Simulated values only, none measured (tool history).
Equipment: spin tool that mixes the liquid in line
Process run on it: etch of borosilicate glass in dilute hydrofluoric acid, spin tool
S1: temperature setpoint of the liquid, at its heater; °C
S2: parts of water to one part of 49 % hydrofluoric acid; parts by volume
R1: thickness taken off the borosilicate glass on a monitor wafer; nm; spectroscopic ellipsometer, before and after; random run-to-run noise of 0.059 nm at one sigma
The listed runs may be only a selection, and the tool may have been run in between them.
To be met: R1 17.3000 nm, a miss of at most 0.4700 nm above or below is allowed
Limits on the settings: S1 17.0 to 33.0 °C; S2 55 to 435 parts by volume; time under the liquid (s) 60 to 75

Run 1, hour 0.0: S1 25.0 °C, S2 245 parts by volume, time under the liquid (s) 75. Result: R1 5.9937 nm.
Run 2, hour 8.5: S1 27.5 °C, S2 195 parts by volume, time under the liquid (s) 75. Result: R1 8.6804 nm.
Run 3, hour 11.4: S1 29.0 °C, S2 165 parts by volume, time under the liquid (s) 75. Result: R1 11.2720 nm.
Run 4, hour 12.1: S1 29.0 °C, S2 215 parts by volume, time under the liquid (s) 75. Result: R1 8.1031 nm.
Run 5, hour 18.1: S1 29.0 °C, S2 260 parts by volume, time under the liquid (s) 75. Result: R1 6.3504 nm.
Run 6, hour 24.4: S1 31.5 °C, S2 260 parts by volume, time under the liquid (s) 75. Result: R1 6.8851 nm.
Run 7, hour 33.3: S1 32.0 °C, S2 210 parts by volume, time under the liquid (s) 75. Result: R1 9.2812 nm.
Run 8, hour 36.2: S1 32.0 °C, S2 210 parts by volume, time under the liquid (s) 75. Result: R1 9.2482 nm.
Run 9, hour 38.6: S1 33.0 °C, S2 115 parts by volume, time under the liquid (s) 75. Result: R1 19.8320 nm.
Run 10, hour 43.7: S1 32.0 °C, S2 115 parts by volume, time under the liquid (s) 75. Result: R1 19.1470 nm.

Pick the move, out of 5, that brings all results within their allowed miss; only one does.
Run A, hour 48.8: S1 32.5 °C, S2 135 parts by volume, time under the liquid (s) 75. Result: R1 ?.
Run B, hour 48.8: S1 30.5 °C, S2 120 parts by volume, time under the liquid (s) 70. Result: R1 ?.
Run C, hour 48.8: S1 33.0 °C, S2 135 parts by volume, time under the liquid (s) 75. Result: R1 ?.
Run D, hour 48.8: S1 33.0 °C, S2 130 parts by volume, time under the liquid (s) 75. Result: R1 ?.
Run E, hour 48.8: S1 32.5 °C, S2 120 parts by volume, time under the liquid (s) 65. Result: R1 ?.

move       R1
   A  16.2470
   B  16.2090
   C  16.5380
   D  17.2970
   E  16.1850
A: takes the result that was furthest off past its target
B: takes the result that was furthest off past its target
C: takes the result that was furthest off past its target
D: all results in spec
E: takes the result that was furthest off past its target
The right move is D.
